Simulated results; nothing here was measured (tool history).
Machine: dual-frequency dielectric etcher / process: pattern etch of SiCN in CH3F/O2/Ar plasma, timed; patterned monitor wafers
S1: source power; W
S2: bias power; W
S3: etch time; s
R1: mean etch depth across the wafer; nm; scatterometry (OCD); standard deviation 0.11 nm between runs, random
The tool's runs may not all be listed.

run,day,S1,S2,S3,R1
1,0,330,104,52,19.814
2,0.262,310,101,52,19.235
3,0.583,290,101,52,18.728
4,0.65,270,99,52,17.955
5,0.758,330,99,52,19.508
6,1.088,330,112,52,20.662

The next listed run, before its measurement:
7,1.446,310,109,52,?

{"run 7": {"R1": 20.083}}

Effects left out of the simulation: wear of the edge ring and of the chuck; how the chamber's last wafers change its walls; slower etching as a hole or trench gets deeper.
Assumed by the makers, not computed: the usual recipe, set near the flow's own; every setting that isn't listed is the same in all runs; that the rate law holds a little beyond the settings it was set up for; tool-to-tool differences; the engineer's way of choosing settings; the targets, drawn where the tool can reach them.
